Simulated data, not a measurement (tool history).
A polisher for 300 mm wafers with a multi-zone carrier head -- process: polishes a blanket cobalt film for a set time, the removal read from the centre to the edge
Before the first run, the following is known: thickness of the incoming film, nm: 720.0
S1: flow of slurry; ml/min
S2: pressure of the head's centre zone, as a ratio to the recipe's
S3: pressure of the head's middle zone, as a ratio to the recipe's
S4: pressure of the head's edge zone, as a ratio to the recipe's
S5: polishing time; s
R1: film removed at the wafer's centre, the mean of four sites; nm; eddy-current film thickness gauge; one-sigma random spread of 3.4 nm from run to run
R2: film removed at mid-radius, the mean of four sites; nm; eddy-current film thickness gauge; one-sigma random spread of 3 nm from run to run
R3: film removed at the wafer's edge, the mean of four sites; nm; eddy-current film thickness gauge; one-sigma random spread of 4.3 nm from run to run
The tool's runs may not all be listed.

run 1 hour=0.0 | S1=270 S2=1.00 S3=1.00 S4=1.00 S5=51 | R1=228.20 R2=221.01 R3=228.55
run 2 hour=7.3 | S1=270 S2=1.00 S3=1.06 S4=1.00 S5=51 | R1=227.36 R2=233.41 R3=227.51
run 3 hour=11.3 | S1=305 S2=1.00 S3=1.06 S4=1.00 S5=51 | R1=230.03 R2=230.49 R3=235.95
run 4 hour=17.7 | S1=310 S2=1.05 S3=1.06 S4=0.99 S5=55 | R1=258.77 R2=250.63 R3=249.11
run 5 hour=26.0 | S1=310 S2=1.05 S3=1.06 S4=0.99 S5=48 | R1=233.41 R2=220.95 R3=218.12
run 6 hour=33.1 | S1=325 S2=1.09 S3=1.05 S4=0.99 S5=53 | R1=265.31 R2=241.81 R3=241.15
run 7 hour=38.6 | S1=335 S2=1.12 S3=1.04 S4=0.99 S5=56 | R1=293.64 R2=255.66 R3=252.45
run 8 hour=42.5 | S1=345 S2=1.14 S3=1.04 S4=1.01 S5=58 | R1=300.36 R2=260.62 R3=268.16
run 9 hour=49.4 | S1=345 S2=1.14 S3=1.04 S4=1.01 S5=58 | R1=304.23 R2=264.42 R3=268.78

Forecast run 10:
run 10 hour=54.3 | S1=350 S2=1.15 S3=1.03 S4=1.00 S5=60 | R1=? R2=? R3=?

R1: 321.50 nm
R2: 271.30 nm
R3: 278.66 nm
